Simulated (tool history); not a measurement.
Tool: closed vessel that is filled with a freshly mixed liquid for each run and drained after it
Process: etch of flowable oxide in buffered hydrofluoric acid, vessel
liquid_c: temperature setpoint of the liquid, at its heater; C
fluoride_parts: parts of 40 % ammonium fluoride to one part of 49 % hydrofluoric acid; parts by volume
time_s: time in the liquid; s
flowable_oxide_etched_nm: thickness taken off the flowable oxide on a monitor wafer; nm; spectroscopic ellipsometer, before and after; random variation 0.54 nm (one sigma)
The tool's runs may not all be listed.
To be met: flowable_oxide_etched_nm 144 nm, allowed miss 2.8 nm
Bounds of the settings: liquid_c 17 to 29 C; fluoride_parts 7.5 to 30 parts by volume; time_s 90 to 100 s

run	hour	liquid_c	fluoride_parts	time_s	flowable_oxide_etched_nm
1	0	21	22	90	224.47
2	1.9	19.5	24	90	194.95
3	7	21.5	24	90	216.62
4	11.7	20	25.5	90	191.36
5	18	20	25.5	100	212.52
6	23.3	19	27	100	192.31
7	30.3	18.5	28	100	183.91
8	33.9	17	30	95	151.93

4 next moves are on the table. One of them brings every result within its allowed miss. Which?
A	37.5	17.5	29	95	?
B	37.5	18.5	30	90	?
C	37.5	17	30	90	?
D	37.5	17	30	100	?

move	flowable_oxide_etched_nm
A	160.08
B	156.74
C	143.99
D	159.99
A: further off than the last run
B: further off than the last run
C: meets every target
D: further off than the last run
Answer: C

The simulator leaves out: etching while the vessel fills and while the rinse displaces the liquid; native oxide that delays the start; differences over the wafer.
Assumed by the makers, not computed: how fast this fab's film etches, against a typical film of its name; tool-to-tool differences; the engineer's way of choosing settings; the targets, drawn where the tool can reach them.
